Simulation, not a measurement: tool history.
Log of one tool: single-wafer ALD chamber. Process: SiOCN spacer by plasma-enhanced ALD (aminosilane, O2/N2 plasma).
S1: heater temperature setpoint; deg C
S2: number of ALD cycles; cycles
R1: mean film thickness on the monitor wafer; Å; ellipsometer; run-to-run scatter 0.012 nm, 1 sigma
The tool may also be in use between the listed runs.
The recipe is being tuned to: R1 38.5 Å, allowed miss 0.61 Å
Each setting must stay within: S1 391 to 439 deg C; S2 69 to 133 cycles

run 1 hour=0 | S1=415 S2=101 | R1=50.436
run 2 hour=0.8 | S1=405 S2=101 | R1=52.647
run 3 hour=3.7 | S1=412 S2=96 | R1=48.843
run 4 hour=5.2 | S1=412 S2=101 | R1=51.406
run 5 hour=12.3 | S1=412 S2=89 | R1=45.224
run 6 hour=19.4 | S1=412 S2=78 | R1=39.571
run 7 hour=25.5 | S1=413 S2=78 | R1=39.48
run 8 hour=34 | S1=414 S2=78 | R1=39.248

Exactly one of the 4 candidate moves below puts every result within its allowed miss. Which one?
run A hour=42.5 | S1=414 S2=79 | R1=?
run B hour=42.5 | S1=401 S2=76 | R1=?
run C hour=42.5 | S1=412 S2=78 | R1=?
run D hour=42.5 | S1=408 S2=75 | R1=?

move=A R1=39.736
move=B R1=39.886
move=C R1=39.513
move=D R1=38.532
A: moves away from the targets compared with the last run
B: moves away from the targets compared with the last run
C: moves away from the targets compared with the last run
D: all results in spec
The right move is D.
